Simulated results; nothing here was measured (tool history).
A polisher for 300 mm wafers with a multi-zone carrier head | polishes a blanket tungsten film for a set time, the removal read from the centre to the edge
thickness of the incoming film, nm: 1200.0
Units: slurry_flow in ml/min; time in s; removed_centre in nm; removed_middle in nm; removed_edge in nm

Run 1, day 0: slurry_flow 305 ml/min, centre_zone 1, middle_zone 1, edge_zone 1, slurry_solids 1, time 58 s. Result: removed_centre 416.32 nm, removed_middle 372.01 nm, removed_edge 373.92 nm.
Run 2, day 0.121: slurry_flow 300 ml/min, centre_zone 0.99, middle_zone 0.98, edge_zone 1.01, slurry_solids 1, time 58 s. Result: removed_centre 414.52 nm, removed_middle 367.67 nm, removed_edge 369.88 nm.
Run 3, day 0.158: slurry_flow 300 ml/min, centre_zone 0.99, middle_zone 0.9, edge_zone 1.01, slurry_solids 1, time 58 s. Result: removed_centre 403.6 nm, removed_middle 345.4 nm, removed_edge 372.61 nm.
Run 4, day 0.179: slurry_flow 295 ml/min, centre_zone 0.98, middle_zone 0.89, edge_zone 1.02, slurry_solids 1, time 58 s. Result: removed_centre 401 nm, removed_middle 343.42 nm, removed_edge 369.92 nm.
Run 5, day 0.467: slurry_flow 295 ml/min, centre_zone 0.98, middle_zone 0.89, edge_zone 1.05, slurry_solids 1, time 58 s. Result: removed_centre 406.59 nm, removed_middle 339.02 nm, removed_edge 388.14 nm.
Run 6, day 0.783: slurry_flow 295 ml/min, centre_zone 0.98, middle_zone 0.89, edge_zone 1.13, slurry_solids 1, time 58 s. Result: removed_centre 403.4 nm, removed_middle 341.2 nm, removed_edge 390.94 nm.
Run 7, day 0.983: slurry_flow 295 ml/min, centre_zone 0.97, middle_zone 0.88, edge_zone 1.13, slurry_solids 1, time 58 s. Result: removed_centre 397.85 nm, removed_middle 333.36 nm, removed_edge 397.65 nm.
Run 8, day 1.029: slurry_flow 295 ml/min, centre_zone 0.96, middle_zone 0.88, edge_zone 1.12, slurry_solids 1, time 58 s. Result: removed_centre 389.47 nm, removed_middle 335.3 nm, removed_edge 395.46 nm.
At day 1.304: centre zone pressure recalibrated.
Run 9, day 1.304: slurry_flow 295 ml/min, centre_zone 0.96, middle_zone 0.88, edge_zone 1.11, slurry_solids 1, time 58 s. Result: removed_centre 356.77 nm, removed_middle 332.75 nm, removed_edge 398.88 nm.

Run 10 comes next. What will it give?
Run 10, day 1.462: slurry_flow 295 ml/min, centre_zone 0.96, middle_zone 0.88, edge_zone 1.1, slurry_solids 1, time 58 s. Result: removed_centre ?, removed_middle ?, removed_edge ?.

removed_centre: 350.3 nm
removed_middle: 334.54 nm
removed_edge: 389.53 nm

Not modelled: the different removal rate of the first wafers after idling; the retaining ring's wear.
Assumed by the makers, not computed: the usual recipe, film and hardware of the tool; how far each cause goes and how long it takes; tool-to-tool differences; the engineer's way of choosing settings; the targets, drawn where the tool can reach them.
